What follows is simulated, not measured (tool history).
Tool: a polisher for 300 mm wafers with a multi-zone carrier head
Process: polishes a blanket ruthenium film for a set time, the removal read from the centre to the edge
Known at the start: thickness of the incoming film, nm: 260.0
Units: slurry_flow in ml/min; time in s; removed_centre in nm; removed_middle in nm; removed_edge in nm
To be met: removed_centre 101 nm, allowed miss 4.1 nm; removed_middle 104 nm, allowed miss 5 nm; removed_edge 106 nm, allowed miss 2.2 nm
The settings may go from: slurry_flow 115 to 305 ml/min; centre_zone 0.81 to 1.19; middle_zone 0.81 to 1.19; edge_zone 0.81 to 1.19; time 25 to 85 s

run 1 hour=0 | slurry_flow=195 centre_zone=1 middle_zone=1 edge_zone=1 time=55 | removed_centre=75.419 removed_middle=75.422 removed_edge=73.789
run 2 hour=7.8 | slurry_flow=195 centre_zone=1 middle_zone=1 edge_zone=0.93 time=55 | removed_centre=75.656 removed_middle=73.846 removed_edge=71.886
run 3 hour=9 | slurry_flow=195 centre_zone=0.94 middle_zone=1 edge_zone=0.93 time=55 | removed_centre=69.453 removed_middle=72.515 removed_edge=71.479
run 4 hour=17.2 | slurry_flow=200 centre_zone=0.95 middle_zone=1 edge_zone=0.96 time=57 | removed_centre=76.005 removed_middle=77.935 removed_edge=75.853
run 5 hour=21.6 | slurry_flow=205 centre_zone=0.94 middle_zone=0.99 edge_zone=0.99 time=59 | removed_centre=77.114 removed_middle=81.294 removed_edge=79.146
run 6 hour=22.4 | slurry_flow=205 centre_zone=0.94 middle_zone=0.95 edge_zone=0.99 time=59 | removed_centre=75.55 removed_middle=77.351 removed_edge=79.519
run 7 hour=28 | slurry_flow=210 centre_zone=0.94 middle_zone=0.95 edge_zone=1.01 time=61 | removed_centre=80.231 removed_middle=80.268 removed_edge=84.697
run 8 hour=34.1 | slurry_flow=215 centre_zone=0.94 middle_zone=0.96 edge_zone=1.03 time=62 | removed_centre=79.916 removed_middle=80.45 removed_edge=85.97
run 9 hour=34.8 | slurry_flow=215 centre_zone=0.95 middle_zone=0.98 edge_zone=1.04 time=63 | removed_centre=83.167 removed_middle=85.997 removed_edge=87.773
run 10 hour=37.8 | slurry_flow=220 centre_zone=0.96 middle_zone=0.98 edge_zone=1.05 time=64 | removed_centre=87.579 removed_middle=87.396 removed_edge=89.747
run 11 hour=46.3 | slurry_flow=220 centre_zone=0.96 middle_zone=0.98 edge_zone=1.05 time=64 | removed_centre=84.039 removed_middle=88.464 removed_edge=88.859
run 12 hour=53.8 | slurry_flow=220 centre_zone=0.97 middle_zone=0.98 edge_zone=1.06 time=65 | removed_centre=87.579 removed_middle=89.395 removed_edge=92.296
run 13 hour=56.3 | slurry_flow=225 centre_zone=0.98 middle_zone=0.99 edge_zone=1.07 time=66 | removed_centre=88.722 removed_middle=91.333 removed_edge=94.552
run 14 hour=61.4 | slurry_flow=230 centre_zone=0.99 middle_zone=1 edge_zone=1.08 time=66 | removed_centre=92.11 removed_middle=91.459 removed_edge=93.081
run 15 hour=66.2 | slurry_flow=260 centre_zone=0.94 middle_zone=1.02 edge_zone=1.15 time=73 | removed_centre=96.946 removed_middle=103.57 removed_edge=109.07
run 16 hour=68.5 | slurry_flow=260 centre_zone=0.95 middle_zone=1.02 edge_zone=1.15 time=73 | removed_centre=97.998 removed_middle=104.17 removed_edge=108.24

4 next moves are on the table. One of them brings every result within its allowed miss. Which?
run A hour=70.8 | slurry_flow=295 centre_zone=0.91 middle_zone=0.98 edge_zone=1.16 time=71 | removed_centre=? removed_middle=? removed_edge=?
run B hour=70.8 | slurry_flow=250 centre_zone=0.9 middle_zone=0.99 edge_zone=1.18 time=74 | removed_centre=? removed_middle=? removed_edge=?
run C hour=70.8 | slurry_flow=240 centre_zone=1 middle_zone=1.05 edge_zone=1.15 time=72 | removed_centre=? removed_middle=? removed_edge=?
run D hour=70.8 | slurry_flow=280 centre_zone=0.85 middle_zone=1.01 edge_zone=1.19 time=74 | removed_centre=? removed_middle=? removed_edge=?

move=A removed_centre=91.65 removed_middle=99.424 removed_edge=107.29
move=B removed_centre=92.656 removed_middle=102.58 removed_edge=111.33
move=C removed_centre=99.763 removed_middle=103.64 removed_edge=106.43
move=D removed_centre=88.672 removed_middle=105.39 removed_edge=112.84
A: brings the result that was furthest off to its target, and leaves another outside
B: further off than the last run
C: meets every target
D: further off than the last run
The right move is C.
